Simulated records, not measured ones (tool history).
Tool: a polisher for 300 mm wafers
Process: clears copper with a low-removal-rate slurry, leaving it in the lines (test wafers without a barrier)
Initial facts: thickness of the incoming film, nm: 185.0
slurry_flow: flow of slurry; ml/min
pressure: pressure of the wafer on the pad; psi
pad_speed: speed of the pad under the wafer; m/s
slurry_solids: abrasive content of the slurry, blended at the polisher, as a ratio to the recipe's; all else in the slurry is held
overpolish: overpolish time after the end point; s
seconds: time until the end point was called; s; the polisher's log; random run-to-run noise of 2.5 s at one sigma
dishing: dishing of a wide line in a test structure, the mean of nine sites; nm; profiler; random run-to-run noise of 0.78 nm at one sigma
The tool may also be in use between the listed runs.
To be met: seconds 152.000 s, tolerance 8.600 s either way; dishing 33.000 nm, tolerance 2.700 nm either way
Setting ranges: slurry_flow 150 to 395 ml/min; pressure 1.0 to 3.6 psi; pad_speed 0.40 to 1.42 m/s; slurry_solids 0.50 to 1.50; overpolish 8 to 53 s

run 1 hour=0.0 | slurry_flow=250 pressure=2.3 pad_speed=0.90 slurry_solids=1.00 overpolish=27 | seconds=101.520 dishing=30.049
run 2 hour=5.0 | slurry_flow=250 pressure=2.3 pad_speed=0.90 slurry_solids=1.10 overpolish=27 | seconds=102.200 dishing=30.339
run 3 hour=12.2 | slurry_flow=250 pressure=2.3 pad_speed=1.12 slurry_solids=1.10 overpolish=27 | seconds=79.338 dishing=36.955
run 4 hour=20.6 | slurry_flow=190 pressure=2.3 pad_speed=1.12 slurry_solids=1.10 overpolish=27 | seconds=83.589 dishing=36.200
run 5 hour=22.9 | slurry_flow=190 pressure=2.3 pad_speed=1.12 slurry_solids=1.10 overpolish=17 | seconds=86.139 dishing=25.021
run 6 hour=29.1 | slurry_flow=190 pressure=1.9 pad_speed=1.08 slurry_solids=1.10 overpolish=25 | seconds=104.700 dishing=27.359
run 7 hour=33.3 | slurry_flow=190 pressure=1.3 pad_speed=1.04 slurry_solids=1.10 overpolish=38 | seconds=158.880 dishing=27.066
run 8 hour=40.8 | slurry_flow=190 pressure=1.3 pad_speed=1.04 slurry_solids=1.10 overpolish=40 | seconds=155.680 dishing=27.609

Below are 4 possible settings for the next run. Only one of them brings all results inside the allowed miss of their targets. Which is it?
run A hour=48.3 | slurry_flow=285 pressure=1.3 pad_speed=1.20 slurry_solids=1.15 overpolish=31 | seconds=? dishing=?
run B hour=48.3 | slurry_flow=175 pressure=1.3 pad_speed=1.20 slurry_solids=1.30 overpolish=34 | seconds=? dishing=?
run C hour=48.3 | slurry_flow=230 pressure=1.4 pad_speed=1.14 slurry_solids=1.10 overpolish=51 | seconds=? dishing=?
run D hour=48.3 | slurry_flow=210 pressure=1.3 pad_speed=1.02 slurry_solids=1.20 overpolish=46 | seconds=? dishing=?

move=A seconds=125.310 dishing=26.905
move=B seconds=131.110 dishing=27.927
move=C seconds=126.790 dishing=38.951
move=D seconds=151.270 dishing=31.575
A: lands further from the targets than the last run did
B: lands further from the targets than the last run did
C: takes the biggest miss from the last run beyond its target
D: all results in spec
Answer: D
